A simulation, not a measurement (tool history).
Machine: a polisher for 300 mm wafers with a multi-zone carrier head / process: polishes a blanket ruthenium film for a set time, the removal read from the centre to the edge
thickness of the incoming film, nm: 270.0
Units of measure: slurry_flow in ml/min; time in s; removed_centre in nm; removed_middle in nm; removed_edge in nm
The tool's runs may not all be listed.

run,day,slurry_flow,centre_zone,middle_zone,edge_zone,time,removed_centre,removed_middle,removed_edge
1,0,185,1,1,1,82,80.73,80.617,78.131
2,0.079,185,1.03,1,1,82,81.647,79.482,78.667
3,0.317,185,1.03,1.08,1,82,80.019,85.949,78.166
4,0.458,195,1.05,1.09,1.01,83,83.071,87.605,81.122
5,0.558,195,1.05,1.01,1.01,83,83.16,83.121,80.433
6,0.867,195,1.05,1.01,1.01,72,71.899,70.694,70.532
7,1.004,200,1.06,1.03,1.01,75,76.183,75.725,74.187
8,1.367,250,1.14,1.13,1.08,83,91.885,92.955,87.219
9,1.667,255,1.14,1.14,1.07,83,92.479,94.285,85.12
10,1.962,255,1.14,1.14,1.07,83,91.823,92.889,85.787
11,2.229,255,1.14,1.15,1.07,84,92.147,95.664,86.334
12,2.362,255,1.14,1.16,1.07,84,93.469,97.086,85.241

What does the tool deliver on the next run?
13,2.467,255,1.14,1.16,1.08,84,?,?,?

Run 13 gave removed_centre 92.754 nm, removed_middle 95.206 nm, removed_edge 85.422 nm.

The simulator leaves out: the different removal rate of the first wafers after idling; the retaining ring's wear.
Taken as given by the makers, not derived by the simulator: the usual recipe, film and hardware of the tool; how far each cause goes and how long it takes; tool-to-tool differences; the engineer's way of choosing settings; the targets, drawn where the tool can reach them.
